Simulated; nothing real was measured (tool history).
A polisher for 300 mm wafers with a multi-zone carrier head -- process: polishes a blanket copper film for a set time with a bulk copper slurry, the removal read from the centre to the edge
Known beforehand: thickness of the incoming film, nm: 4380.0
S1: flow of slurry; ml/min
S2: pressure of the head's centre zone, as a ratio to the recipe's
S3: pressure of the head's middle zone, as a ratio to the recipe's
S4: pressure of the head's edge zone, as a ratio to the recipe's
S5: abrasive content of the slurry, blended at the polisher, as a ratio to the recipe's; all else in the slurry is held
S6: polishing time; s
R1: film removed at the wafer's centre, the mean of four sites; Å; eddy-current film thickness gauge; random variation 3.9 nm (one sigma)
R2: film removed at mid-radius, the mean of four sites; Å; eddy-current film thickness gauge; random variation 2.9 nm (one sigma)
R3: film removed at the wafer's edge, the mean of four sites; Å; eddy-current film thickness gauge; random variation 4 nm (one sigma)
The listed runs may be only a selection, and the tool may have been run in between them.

run 1 hour=0.0 | S1=240 S2=1.00 S3=1.00 S4=1.00 S5=1.00 S6=39 | R1=3116.5 R2=3598.3 R3=3662.4
run 2 hour=4.4 | S1=255 S2=1.02 S3=0.99 S4=1.05 S5=1.05 S6=39 | R1=3222.8 R2=3537.2 R3=3870.8
run 3 hour=9.3 | S1=255 S2=1.02 S3=0.99 S4=1.08 S5=1.05 S6=39 | R1=3193.2 R2=3572.0 R3=3893.1
run 4 hour=17.5 | S1=255 S2=1.02 S3=0.92 S4=1.08 S5=1.05 S6=39 | R1=3181.9 R2=3386.7 R3=3869.0
run 5 hour=18.8 | S1=255 S2=1.02 S3=0.86 S4=1.08 S5=1.05 S6=39 | R1=3198.6 R2=3209.3 R3=3859.1
run 6 hour=25.0 | S1=255 S2=1.02 S3=0.86 S4=1.01 S5=1.05 S6=39 | R1=3186.4 R2=3197.6 R3=3757.4
run 7 hour=29.9 | S1=270 S2=1.04 S3=0.90 S4=1.04 S5=1.10 S6=39 | R1=3258.5 R2=3378.4 R3=3780.6
run 8 hour=37.4 | S1=260 S2=1.05 S3=0.91 S4=1.06 S5=1.20 S6=40 | R1=3456.6 R2=3514.6 R3=4041.3
run 9 hour=43.6 | S1=265 S2=1.06 S3=0.93 S4=1.08 S5=1.25 S6=40 | R1=3552.2 R2=3642.7 R3=4078.9
run 10 hour=49.5 | S1=270 S2=1.06 S3=0.94 S4=1.10 S5=1.25 S6=40 | R1=3475.8 R2=3668.7 R3=4115.0
-- hour=55.1 centre zone pressure recalibrated
run 11 hour=55.1 | S1=310 S2=1.11 S3=0.95 S4=1.14 S5=1.35 S6=40 | R1=4246.8 R2=3775.3 R3=4300.2

What does the tool deliver on the next run?
run 12 hour=60.5 | S1=295 S2=1.10 S3=0.96 S4=1.14 S5=1.35 S6=40 | R1=? R2=? R3=?

{"run 12": {"R1": 4203.5, "R2": 3810.2, "R3": 4260.3}}
